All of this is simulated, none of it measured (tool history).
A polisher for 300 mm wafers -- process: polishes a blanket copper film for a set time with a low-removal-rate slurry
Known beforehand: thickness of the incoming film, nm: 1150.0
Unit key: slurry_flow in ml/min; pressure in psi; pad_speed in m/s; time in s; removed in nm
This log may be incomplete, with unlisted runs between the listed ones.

| run | day | slurry_flow | pressure | pad_speed | slurry_solids | time | removed |
|---|---|---|---|---|---|---|---|
| 1 | 0 | 180 | 2.4 | 1.26 | 1 | 40 | 92.602 |
| 2 | 0.029 | 180 | 2.4 | 1.56 | 1 | 40 | 114.11 |
| 3 | 0.171 | 180 | 2.4 | 1.56 | 1 | 40 | 114.42 |
| 4 | 0.533 | 180 | 2.4 | 1.56 | 0.8 | 40 | 106.52 |
| 5 | 0.583 | 180 | 2.3 | 1.56 | 0.8 | 40 | 102.43 |
| 6 | 0.729 | 180 | 2.3 | 1.86 | 0.8 | 40 | 120.78 |
| 7 | 0.821 | 180 | 2.1 | 1.86 | 0.8 | 40 | 111.63 |
| 8 | 1.067 | 180 | 2 | 1.86 | 0.8 | 40 | 106.76 |
| 9 | 1.212 | 180 | 1.9 | 1.86 | 0.8 | 40 | 100.61 |
|  | 1.429 | head pressure recalibrated |
| 10 | 1.429 | 180 | 1.9 | 1.86 | 0.8 | 40 | 105.6 |
| 11 | 1.575 | 180 | 1.8 | 1.84 | 0.8 | 40 | 102.83 |
| 12 | 1.862 | 180 | 1.8 | 1.84 | 0.8 | 40 | 102.39 |
| 13 | 1.938 | 180 | 1.7 | 1.8 | 0.8 | 40 | 93.835 |
| 14 | 2.238 | 180 | 1.6 | 1.78 | 0.8 | 40 | 85.27 |

Run 15 has not been measured yet. What should we expect?
| 15 | 2.388 | 175 | 1.4 | 1.78 | 0.8 | 40 | ? |

removed: 76.492 nm
